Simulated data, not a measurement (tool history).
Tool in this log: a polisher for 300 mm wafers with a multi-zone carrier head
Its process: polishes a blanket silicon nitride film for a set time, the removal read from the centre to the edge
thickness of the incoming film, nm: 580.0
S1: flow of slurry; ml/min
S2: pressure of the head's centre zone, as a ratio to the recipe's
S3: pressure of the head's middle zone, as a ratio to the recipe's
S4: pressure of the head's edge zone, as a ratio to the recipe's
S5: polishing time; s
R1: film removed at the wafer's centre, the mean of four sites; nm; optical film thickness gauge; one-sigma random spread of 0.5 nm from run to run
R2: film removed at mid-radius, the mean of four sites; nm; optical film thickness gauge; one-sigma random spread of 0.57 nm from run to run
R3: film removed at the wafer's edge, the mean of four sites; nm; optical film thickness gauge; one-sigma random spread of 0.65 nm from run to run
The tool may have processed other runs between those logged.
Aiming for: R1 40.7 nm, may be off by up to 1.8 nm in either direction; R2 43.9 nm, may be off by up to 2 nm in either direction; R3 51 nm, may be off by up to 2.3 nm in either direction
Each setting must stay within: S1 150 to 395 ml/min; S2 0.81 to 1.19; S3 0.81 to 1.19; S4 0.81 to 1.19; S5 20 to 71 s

run 1 hour=0 | S1=250 S2=1 S3=1 S4=1 S5=45 | R1=74.481 R2=75.998 R3=72.754
run 2 hour=9 | S1=250 S2=1 S3=1 S4=1 S5=41 | R1=66.042 R2=67.757 R3=66.598
run 3 hour=14.4 | S1=280 S2=1 S3=1 S4=1 S5=41 | R1=67.025 R2=69.533 R3=65.917
run 4 hour=22.4 | S1=240 S2=1 S3=1 S4=1 S5=41 | R1=69.19 R2=67.918 R3=66.019
run 5 hour=24.7 | S1=240 S2=1 S3=1 S4=1 S5=32 | R1=52.191 R2=53.677 R3=52.656
run 6 hour=29.6 | S1=235 S2=0.97 S3=0.98 S4=1.01 S5=31 | R1=48.954 R2=51.797 R3=51.83
run 7 hour=34.8 | S1=230 S2=0.95 S3=0.95 S4=1.02 S5=31 | R1=48.249 R2=48.553 R3=52.527
run 8 hour=36.4 | S1=230 S2=0.93 S3=0.94 S4=1.02 S5=31 | R1=47.094 R2=49.212 R3=50.561
run 9 hour=44.6 | S1=225 S2=0.91 S3=0.93 S4=1.05 S5=31 | R1=46.218 R2=47.405 R3=52.119
run 10 hour=52.5 | S1=225 S2=0.89 S3=0.92 S4=1.06 S5=31 | R1=45.002 R2=47.999 R3=52.571
run 11 hour=59.8 | S1=220 S2=0.88 S3=0.91 S4=1.06 S5=31 | R1=45.789 R2=47.889 R3=51.919
run 12 hour=62.7 | S1=220 S2=0.87 S3=0.91 S4=1.08 S5=30 | R1=43.263 R2=45.624 R3=51.045
run 13 hour=64 | S1=220 S2=0.86 S3=0.91 S4=1.09 S5=30 | R1=42.718 R2=46.269 R3=50.09

Which single option among these 5 for the next run brings every result within its allowed miss of target? Just one does.
run A hour=65.3 | S1=230 S2=0.88 S3=0.85 S4=0.97 S5=29 | R1=? R2=? R3=?
run B hour=65.3 | S1=205 S2=0.92 S3=0.84 S4=1.16 S5=31 | R1=? R2=? R3=?
run C hour=65.3 | S1=195 S2=0.83 S3=0.88 S4=1.15 S5=30 | R1=? R2=? R3=?
run D hour=65.3 | S1=275 S2=0.86 S3=1.08 S4=1.08 S5=29 | R1=? R2=? R3=?
run E hour=65.3 | S1=225 S2=0.88 S3=0.88 S4=1.05 S5=31 | R1=? R2=? R3=?

move=A R1=42.317 R2=42.245 R3=46.928
move=B R1=46.476 R2=44.283 R3=53.502
move=C R1=41.031 R2=44.33 R3=51.398
move=D R1=42.231 R2=52.23 R3=49.318
move=E R1=45.154 R2=46.36 R3=51.64
A: the furthest-off result lands on target, but another misses its tolerance
B: the furthest-off result lands on target, but another misses its tolerance
C: all results in spec
D: misses by more than the last run did
E: misses by more than the last run did
Correct choice: C, which meets every target

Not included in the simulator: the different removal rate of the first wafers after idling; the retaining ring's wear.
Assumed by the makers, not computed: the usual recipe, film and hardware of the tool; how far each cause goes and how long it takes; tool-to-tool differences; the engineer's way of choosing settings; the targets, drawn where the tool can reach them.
